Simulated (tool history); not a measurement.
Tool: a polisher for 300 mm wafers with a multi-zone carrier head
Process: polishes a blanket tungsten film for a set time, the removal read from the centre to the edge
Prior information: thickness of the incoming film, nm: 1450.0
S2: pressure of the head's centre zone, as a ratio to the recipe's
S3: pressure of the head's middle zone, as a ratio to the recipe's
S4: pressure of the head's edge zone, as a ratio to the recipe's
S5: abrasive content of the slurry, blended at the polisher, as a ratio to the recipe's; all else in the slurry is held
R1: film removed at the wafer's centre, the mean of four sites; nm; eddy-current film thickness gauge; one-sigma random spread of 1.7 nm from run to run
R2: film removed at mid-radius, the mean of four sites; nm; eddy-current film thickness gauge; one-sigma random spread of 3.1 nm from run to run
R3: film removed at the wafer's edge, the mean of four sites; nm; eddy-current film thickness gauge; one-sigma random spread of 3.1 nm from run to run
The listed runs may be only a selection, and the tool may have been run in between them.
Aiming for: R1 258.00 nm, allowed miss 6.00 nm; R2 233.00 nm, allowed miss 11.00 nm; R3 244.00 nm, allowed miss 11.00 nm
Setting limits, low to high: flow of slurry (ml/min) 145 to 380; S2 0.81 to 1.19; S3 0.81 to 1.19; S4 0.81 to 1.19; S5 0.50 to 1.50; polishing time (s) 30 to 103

{"run": 1, "hour": 0.0, "flow of slurry (ml/min)": 245, "S2": 1.0, "S3": 1.0, "S4": 1.0, "S5": 1.0, "polishing time (s)": 66, "R1": 283.06, "R2": 273.57, "R3": 281.17}
{"run": 2, "hour": 3.1, "flow of slurry (ml/min)": 240, "S2": 1.0, "S3": 0.98, "S4": 0.97, "S5": 0.95, "polishing time (s)": 66, "R1": 278.84, "R2": 267.02, "R3": 268.61}
{"run": 3, "hour": 6.8, "flow of slurry (ml/min)": 240, "S2": 1.0, "S3": 1.05, "S4": 0.97, "S5": 0.95, "polishing time (s)": 66, "R1": 279.95, "R2": 285.29, "R3": 274.57}
{"run": 4, "hour": 9.7, "flow of slurry (ml/min)": 235, "S2": 0.99, "S3": 1.01, "S4": 0.96, "S5": 0.95, "polishing time (s)": 66, "R1": 274.44, "R2": 276.1, "R3": 271.29}
{"run": 5, "hour": 16.2, "flow of slurry (ml/min)": 230, "S2": 0.99, "S3": 0.98, "S4": 0.95, "S5": 0.9, "polishing time (s)": 66, "R1": 271.2, "R2": 260.5, "R3": 269.48}
{"run": 6, "hour": 23.8, "flow of slurry (ml/min)": 235, "S2": 0.99, "S3": 0.97, "S4": 0.93, "S5": 0.85, "polishing time (s)": 66, "R1": 266.74, "R2": 259.07, "R3": 252.51}
{"run": 7, "hour": 28.6, "flow of slurry (ml/min)": 230, "S2": 0.99, "S3": 0.95, "S4": 0.93, "S5": 0.85, "polishing time (s)": 66, "R1": 268.13, "R2": 255.6, "R3": 258.47}
{"run": 8, "hour": 32.2, "flow of slurry (ml/min)": 230, "S2": 0.99, "S3": 0.95, "S4": 0.93, "S5": 0.85, "polishing time (s)": 66, "R1": 267.91, "R2": 251.98, "R3": 259.6}
{"run": 9, "hour": 37.4, "flow of slurry (ml/min)": 230, "S2": 0.99, "S3": 0.94, "S4": 0.92, "S5": 0.85, "polishing time (s)": 66, "R1": 267.17, "R2": 250.13, "R3": 251.94}
{"run": 10, "hour": 38.8, "flow of slurry (ml/min)": 225, "S2": 0.99, "S3": 0.93, "S4": 0.92, "S5": 0.85, "polishing time (s)": 66, "R1": 265.8, "R2": 246.91, "R3": 252.36}
{"run": 11, "hour": 46.3, "flow of slurry (ml/min)": 220, "S2": 0.99, "S3": 0.92, "S4": 0.92, "S5": 0.85, "polishing time (s)": 66, "R1": 261.88, "R2": 241.93, "R3": 261.59}
{"run": 12, "hour": 54.2, "flow of slurry (ml/min)": 220, "S2": 0.99, "S3": 0.91, "S4": 0.91, "S5": 0.85, "polishing time (s)": 66, "R1": 263.74, "R2": 238.29, "R3": 255.65}
{"run": 13, "hour": 54.8, "flow of slurry (ml/min)": 220, "S2": 0.99, "S3": 0.91, "S4": 0.9, "S5": 0.85, "polishing time (s)": 66, "R1": 264.08, "R2": 240.84, "R3": 250.12}

Which of these 4 next moves meets every target?
{"run": "A", "hour": 55.4, "flow of slurry (ml/min)": 270, "S2": 0.95, "S3": 0.93, "S4": 0.95, "S5": 0.8, "polishing time (s)": 62, "R1": "?", "R2": "?", "R3": "?"}
{"run": "B", "hour": 55.4, "flow of slurry (ml/min)": 240, "S2": 0.98, "S3": 0.88, "S4": 0.89, "S5": 1.1, "polishing time (s)": 60, "R1": "?", "R2": "?", "R3": "?"}
{"run": "C", "hour": 55.4, "flow of slurry (ml/min)": 170, "S2": 1.07, "S3": 0.88, "S4": 1.0, "S5": 1.15, "polishing time (s)": 58, "R1": "?", "R2": "?", "R3": "?"}
{"run": "D", "hour": 55.4, "flow of slurry (ml/min)": 190, "S2": 1.01, "S3": 0.86, "S4": 0.92, "S5": 0.9, "polishing time (s)": 67, "R1": "?", "R2": "?", "R3": "?"}

move=A R1=243.63 R2=233.99 R3=241.05
move=B R1=260.89 R2=232.74 R3=244.22
move=C R1=261.65 R2=214.93 R3=241.94
move=D R1=273.21 R2=233.09 R3=255.38
A: takes the result that was furthest off past its target
B: every result within its allowed miss
C: corrects the largest miss of the last run, while another result sits out of spec
D: further off than the last run
The move that meets every target is B.
